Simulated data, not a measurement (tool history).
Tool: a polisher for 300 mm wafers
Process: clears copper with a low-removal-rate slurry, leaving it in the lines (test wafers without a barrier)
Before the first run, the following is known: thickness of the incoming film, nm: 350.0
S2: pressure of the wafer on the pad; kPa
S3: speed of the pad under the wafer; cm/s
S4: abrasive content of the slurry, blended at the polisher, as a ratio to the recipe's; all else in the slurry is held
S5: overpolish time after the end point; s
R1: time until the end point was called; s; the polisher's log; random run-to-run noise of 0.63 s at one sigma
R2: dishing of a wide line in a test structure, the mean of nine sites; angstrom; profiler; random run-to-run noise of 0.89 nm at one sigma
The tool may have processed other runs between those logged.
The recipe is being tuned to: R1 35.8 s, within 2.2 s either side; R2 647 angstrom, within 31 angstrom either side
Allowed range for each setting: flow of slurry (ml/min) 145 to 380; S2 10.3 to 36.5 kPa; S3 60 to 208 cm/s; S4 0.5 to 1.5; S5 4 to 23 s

{"run": 1, "hour": 0.0, "flow of slurry (ml/min)": 245, "S2": 23.4, "S3": 134, "S4": 1, "S5": 12, "R1": 63.779, "R2": 397.2}
{"run": 2, "hour": 3.1, "flow of slurry (ml/min)": 245, "S2": 26.9, "S3": 136, "S4": 1, "S5": 12, "R1": 54.522, "R2": 427.42}
{"run": 3, "hour": 5.7, "flow of slurry (ml/min)": 190, "S2": 26.9, "S3": 136, "S4": 1, "S5": 12, "R1": 54.871, "R2": 422.16}
{"run": 4, "hour": 6.8, "flow of slurry (ml/min)": 155, "S2": 26.9, "S3": 136, "S4": 1, "S5": 12, "R1": 58.63, "R2": 414.75}
{"run": 5, "hour": 12.1, "flow of slurry (ml/min)": 155, "S2": 22.8, "S3": 136, "S4": 1, "S5": 12, "R1": 67.587, "R2": 368.01}
{"run": 6, "hour": 20.9, "flow of slurry (ml/min)": 160, "S2": 26.2, "S3": 140, "S4": 1, "S5": 13, "R1": 56.576, "R2": 439.01}
{"run": 7, "hour": 24.1, "flow of slurry (ml/min)": 160, "S2": 29, "S3": 142, "S4": 1, "S5": 13, "R1": 50.287, "R2": 463.48}
{"run": 8, "hour": 26.1, "flow of slurry (ml/min)": 165, "S2": 35.9, "S3": 152, "S4": 1, "S5": 16, "R1": 37.958, "R2": 598.65}
{"run": 9, "hour": 34.4, "flow of slurry (ml/min)": 165, "S2": 35.9, "S3": 154, "S4": 1, "S5": 16, "R1": 37.857, "R2": 610.03}
{"run": 10, "hour": 42.8, "flow of slurry (ml/min)": 165, "S2": 35.9, "S3": 156, "S4": 1, "S5": 16, "R1": 38.584, "R2": 601.08}
{"run": 11, "hour": 51.3, "flow of slurry (ml/min)": 165, "S2": 35.9, "S3": 158, "S4": 1, "S5": 16, "R1": 37.245, "R2": 621.19}

5 candidate next runs follow, results not yet known. Just one meets every target within its allowed miss. Identify it.
{"run": "A", "hour": 59.8, "flow of slurry (ml/min)": 145, "S2": 35.9, "S3": 158, "S4": 0.85, "S5": 15, "R1": "?", "R2": "?"}
{"run": "B", "hour": 59.8, "flow of slurry (ml/min)": 145, "S2": 33.1, "S3": 164, "S4": 0.65, "S5": 19, "R1": "?", "R2": "?"}
{"run": "C", "hour": 59.8, "flow of slurry (ml/min)": 265, "S2": 36.5, "S3": 150, "S4": 1, "S5": 12, "R1": "?", "R2": "?"}
{"run": "D", "hour": 59.8, "flow of slurry (ml/min)": 145, "S2": 28.3, "S3": 190, "S4": 0.85, "S5": 16, "R1": "?", "R2": "?"}
{"run": "E", "hour": 59.8, "flow of slurry (ml/min)": 150, "S2": 31, "S3": 198, "S4": 0.9, "S5": 17, "R1": "?", "R2": "?"}

move=A R1=39.202 R2=590.48
move=B R1=42.485 R2=626.75
move=C R1=36.327 R2=551.28
move=D R1=41.305 R2=585.46
move=E R1=35.695 R2=638.56
A: the biggest miss grows against the last run
B: puts the biggest miss on target and leaves a different result outside tolerance
C: the biggest miss grows against the last run
D: the biggest miss grows against the last run
E: all results in spec
The move that meets every target is E.
